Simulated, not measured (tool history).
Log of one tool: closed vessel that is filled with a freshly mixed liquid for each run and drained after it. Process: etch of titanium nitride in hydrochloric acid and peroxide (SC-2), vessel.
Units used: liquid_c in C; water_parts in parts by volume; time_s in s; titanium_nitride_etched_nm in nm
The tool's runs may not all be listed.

run    day  liquid_c  water_parts  time_s  titanium_nitride_etched_nm
  1  0.000      62.0          5.5     590                      28.172
  2  0.338      66.0          5.5     590                      35.845
  3  0.608      62.0          5.5     590                      28.100
  4  0.938      62.0          7.5     590                      22.149
  5  1.050      58.5          7.5     590                      17.844
  6  1.146      56.0          7.5     590                      15.209
  7  1.212      54.5          7.5     590                      13.827

Predict the results of run 8:
  8  1.454      54.5          7.5     590                           ?

titanium_nitride_etched_nm: 13.778 nm
